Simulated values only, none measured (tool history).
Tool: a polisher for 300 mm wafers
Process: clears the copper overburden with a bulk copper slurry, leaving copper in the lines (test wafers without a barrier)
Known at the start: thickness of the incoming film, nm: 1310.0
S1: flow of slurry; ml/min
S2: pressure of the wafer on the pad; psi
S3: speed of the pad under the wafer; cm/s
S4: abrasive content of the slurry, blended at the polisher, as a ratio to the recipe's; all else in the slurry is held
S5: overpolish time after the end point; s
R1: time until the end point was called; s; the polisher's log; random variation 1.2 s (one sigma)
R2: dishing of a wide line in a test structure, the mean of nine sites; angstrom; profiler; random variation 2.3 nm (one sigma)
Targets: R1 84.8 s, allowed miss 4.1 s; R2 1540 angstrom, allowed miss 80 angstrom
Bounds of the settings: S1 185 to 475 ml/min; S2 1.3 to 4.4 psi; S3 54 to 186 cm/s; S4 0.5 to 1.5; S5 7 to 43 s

run	hour	S1	S2	S3	S4	S5	R1	R2
1	0	305	2.8	118	1	22	117.95	1218.2
2	6.2	305	2.8	96	1	22	145.97	1119.6
3	15.1	305	2.8	96	1.2	22	143.26	1145.1
4	16.6	305	2.8	96	1.1	22	147.61	1108.1
5	19.3	305	2.8	122	1.1	22	112.9	1235.7
6	20.7	305	2.9	122	1.1	22	110.6	1237.2
7	22.6	305	3	122	1.1	23	109.24	1339.4
8	23.9	305	3.1	124	1.1	22	101.54	1334.5
9	31.4	305	3.2	124	1.1	22	101.9	1340.7

4 next moves are on the table. One of them brings every result within its allowed miss. Which?
A	38.9	400	3.3	146	1.15	16	?	?
B	38.9	325	3	160	1	28	?	?
C	38.9	305	2.4	122	1.25	25	?	?
D	38.9	305	3.2	110	1.05	18	?	?

move	R1	R2
A	78.816	1330.6
B	81.773	1523.1
C	127.27	1213.6
D	110.76	1192
A: takes the result that was furthest off past its target
B: meets every target
C: further off than the last run
D: further off than the last run
Answer: B

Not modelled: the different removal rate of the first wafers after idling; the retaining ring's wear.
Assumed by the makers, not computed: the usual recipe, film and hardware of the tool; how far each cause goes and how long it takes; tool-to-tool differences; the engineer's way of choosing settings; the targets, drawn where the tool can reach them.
